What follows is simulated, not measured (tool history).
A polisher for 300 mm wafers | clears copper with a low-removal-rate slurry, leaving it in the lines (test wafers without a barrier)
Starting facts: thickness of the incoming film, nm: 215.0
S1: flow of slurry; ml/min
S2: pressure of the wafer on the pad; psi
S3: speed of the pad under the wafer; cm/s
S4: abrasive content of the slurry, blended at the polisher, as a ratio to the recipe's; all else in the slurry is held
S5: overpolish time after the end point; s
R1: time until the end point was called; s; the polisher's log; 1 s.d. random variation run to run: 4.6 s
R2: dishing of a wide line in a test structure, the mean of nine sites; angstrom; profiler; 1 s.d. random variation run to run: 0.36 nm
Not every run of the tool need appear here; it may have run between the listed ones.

{"run": 1, "hour": 0.0, "S1": 165, "S2": 2.2, "S3": 84, "S4": 1.0, "S5": 30, "R1": 119.56, "R2": 336.69}
{"run": 2, "hour": 1.4, "S1": 165, "S2": 2.1, "S3": 82, "S4": 1.0, "S5": 29, "R1": 124.6, "R2": 303.28}
{"run": 3, "hour": 7.1, "S1": 165, "S2": 2.5, "S3": 82, "S4": 1.0, "S5": 29, "R1": 110.01, "R2": 357.67}
{"run": 4, "hour": 13.9, "S1": 165, "S2": 2.0, "S3": 82, "S4": 1.0, "S5": 29, "R1": 134.38, "R2": 288.04}
{"run": 5, "hour": 17.3, "S1": 165, "S2": 1.9, "S3": 80, "S4": 1.0, "S5": 29, "R1": 133.24, "R2": 284.82}
{"run": 6, "hour": 22.3, "S1": 165, "S2": 1.9, "S3": 90, "S4": 1.0, "S5": 29, "R1": 127.94, "R2": 309.64}
{"run": 7, "hour": 31.0, "S1": 165, "S2": 1.8, "S3": 86, "S4": 1.0, "S5": 29, "R1": 138.31, "R2": 280.19}
{"run": 8, "hour": 34.1, "S1": 165, "S2": 1.7, "S3": 82, "S4": 1.0, "S5": 29, "R1": 145.33, "R2": 267.35}

Run 9 has not been measured yet. What should we expect?
{"run": 9, "hour": 36.7, "S1": 165, "S2": 1.6, "S3": 78, "S4": 1.0, "S5": 29, "R1": "?", "R2": "?"}

{"run 9": {"R1": 171.11, "R2": 240.34}}

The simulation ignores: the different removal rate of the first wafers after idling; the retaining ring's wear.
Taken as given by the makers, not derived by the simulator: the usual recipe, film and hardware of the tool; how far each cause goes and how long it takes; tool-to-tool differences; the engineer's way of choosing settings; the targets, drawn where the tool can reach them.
